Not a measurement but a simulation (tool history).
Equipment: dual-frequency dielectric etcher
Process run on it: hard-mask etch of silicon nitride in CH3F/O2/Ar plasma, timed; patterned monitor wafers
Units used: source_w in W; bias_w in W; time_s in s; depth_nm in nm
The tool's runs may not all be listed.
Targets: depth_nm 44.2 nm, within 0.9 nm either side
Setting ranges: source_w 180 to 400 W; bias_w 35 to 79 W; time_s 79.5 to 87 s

run,day,source_w,bias_w,time_s,depth_nm
1,0,290,57,87,48.148
2,0.192,290,57,87,48.189
3,0.388,290,64,87,49.255
4,0.433,270,64,87,48.029
5,0.625,270,58,87,46.781
6,0.85,270,68,87,48.498
7,1.054,260,67,87,47.554
8,1.362,250,67,87,46.916
9,1.571,210,65,86.5,43.082

Exactly one of the 4 candidate moves below puts every result within its allowed miss. Which one?
A,1.779,190,70,84,?
B,1.779,210,66,84,?
C,1.779,210,59,85.5,?
D,1.779,230,60,87,?

move,depth_nm
A,40.849
B,42.058
C,41.731
D,44.318
A: lands further from the targets than the last run did
B: lands further from the targets than the last run did
C: lands further from the targets than the last run did
D: every result lands within tolerance
So the answer is move D, the one that meets all the targets.

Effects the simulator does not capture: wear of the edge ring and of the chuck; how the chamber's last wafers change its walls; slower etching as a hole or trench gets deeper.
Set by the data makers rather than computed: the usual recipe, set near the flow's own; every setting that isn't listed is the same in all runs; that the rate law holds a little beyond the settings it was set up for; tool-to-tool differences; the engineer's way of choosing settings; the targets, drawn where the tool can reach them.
